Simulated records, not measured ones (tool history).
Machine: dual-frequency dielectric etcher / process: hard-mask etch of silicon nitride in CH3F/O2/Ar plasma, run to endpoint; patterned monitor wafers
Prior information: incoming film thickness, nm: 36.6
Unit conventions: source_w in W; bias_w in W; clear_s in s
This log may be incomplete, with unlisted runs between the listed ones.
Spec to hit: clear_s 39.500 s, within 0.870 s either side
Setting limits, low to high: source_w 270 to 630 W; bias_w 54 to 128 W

Run 1, hour 0.0: source_w 450 W, bias_w 91 W. Result: clear_s 46.368 s.
Run 2, hour 7.6: source_w 450 W, bias_w 79 W. Result: clear_s 48.739 s.
Run 3, hour 14.8: source_w 500 W, bias_w 79 W. Result: clear_s 47.126 s.
Run 4, hour 15.8: source_w 430 W, bias_w 79 W. Result: clear_s 49.051 s.
Run 5, hour 21.8: source_w 430 W, bias_w 90 W. Result: clear_s 47.557 s.
Run 6, hour 27.6: source_w 470 W, bias_w 90 W. Result: clear_s 46.163 s.
Run 7, hour 28.9: source_w 500 W, bias_w 95 W. Result: clear_s 43.311 s.
Run 8, hour 37.6: source_w 520 W, bias_w 96 W. Result: clear_s 42.709 s.
Run 9, hour 43.7: source_w 540 W, bias_w 97 W. Result: clear_s 42.717 s.
Run 10, hour 49.3: source_w 560 W, bias_w 99 W. Result: clear_s 41.845 s.
Run 11, hour 55.4: source_w 570 W, bias_w 101 W. Result: clear_s 40.920 s.
Run 12, hour 59.3: source_w 580 W, bias_w 102 W. Result: clear_s 40.398 s.

Which of these 4 next moves meets every target?
Run A, hour 63.2: source_w 550 W, bias_w 105 W. Result: clear_s ?.
Run B, hour 63.2: source_w 550 W, bias_w 94 W. Result: clear_s ?.
Run C, hour 63.2: source_w 590 W, bias_w 92 W. Result: clear_s ?.
Run D, hour 63.2: source_w 580 W, bias_w 109 W. Result: clear_s ?.

move  clear_s
   A   40.977
   B   42.483
   C   41.623
   D   39.651
A: further off than the last run
B: further off than the last run
C: further off than the last run
D: all results in spec
The right move is D.

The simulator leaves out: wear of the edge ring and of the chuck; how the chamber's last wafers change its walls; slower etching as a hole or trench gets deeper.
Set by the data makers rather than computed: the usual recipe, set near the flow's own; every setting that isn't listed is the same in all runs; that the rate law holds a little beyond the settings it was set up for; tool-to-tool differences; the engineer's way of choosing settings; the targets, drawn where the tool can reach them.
